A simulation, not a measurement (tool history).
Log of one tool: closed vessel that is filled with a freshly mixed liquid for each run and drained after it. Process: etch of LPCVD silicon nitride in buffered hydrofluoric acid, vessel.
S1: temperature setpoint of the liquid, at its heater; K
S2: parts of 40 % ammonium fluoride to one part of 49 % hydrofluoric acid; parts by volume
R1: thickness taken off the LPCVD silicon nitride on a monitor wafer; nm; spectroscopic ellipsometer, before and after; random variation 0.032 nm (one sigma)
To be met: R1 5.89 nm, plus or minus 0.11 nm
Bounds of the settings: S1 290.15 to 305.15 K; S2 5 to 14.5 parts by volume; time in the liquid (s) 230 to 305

run 1 day=0 | S1=297.15 S2=9 time_in_the_liquid_(s)=305 | R1=4.8103
run 2 day=0.262 | S1=298.15 S2=9 time_in_the_liquid_(s)=305 | R1=5.0892
run 3 day=0.4 | S1=298.15 S2=11 time_in_the_liquid_(s)=305 | R1=4.1743
run 4 day=0.679 | S1=298.15 S2=11 time_in_the_liquid_(s)=305 | R1=4.1714
run 5 day=1.046 | S1=298.15 S2=11 time_in_the_liquid_(s)=230 | R1=3.1617
run 6 day=1.442 | S1=299.65 S2=10.5 time_in_the_liquid_(s)=230 | R1=3.5734
run 7 day=1.538 | S1=299.65 S2=10.5 time_in_the_liquid_(s)=230 | R1=3.6151
run 8 day=1.8 | S1=299.65 S2=10.5 time_in_the_liquid_(s)=230 | R1=3.5928
-- day=1.917 hydrofluoric acid flow meter replaced
run 9 day=1.917 | S1=300.65 S2=9.5 time_in_the_liquid_(s)=230 | R1=4.489
run 10 day=2.175 | S1=301.65 S2=9.5 time_in_the_liquid_(s)=230 | R1=4.6991

Consider the 4 candidate settings below. Which is the only one whose results all fall within their allowed miss of target?
run A day=2.433 | S1=305.15 S2=10 time_in_the_liquid_(s)=235 | R1=?
run B day=2.433 | S1=300.65 S2=9.5 time_in_the_liquid_(s)=290 | R1=?
run C day=2.433 | S1=302.15 S2=9 time_in_the_liquid_(s)=255 | R1=?
run D day=2.433 | S1=305.15 S2=11 time_in_the_liquid_(s)=270 | R1=?

move=A R1=5.6378
move=B R1=5.6729
move=C R1=5.5874
move=D R1=5.9047
A: better than the last run, though not everything is in spec
B: better than the last run, though not everything is in spec
C: better than the last run, though not everything is in spec
D: every result lands within tolerance
Move D is the one to make.
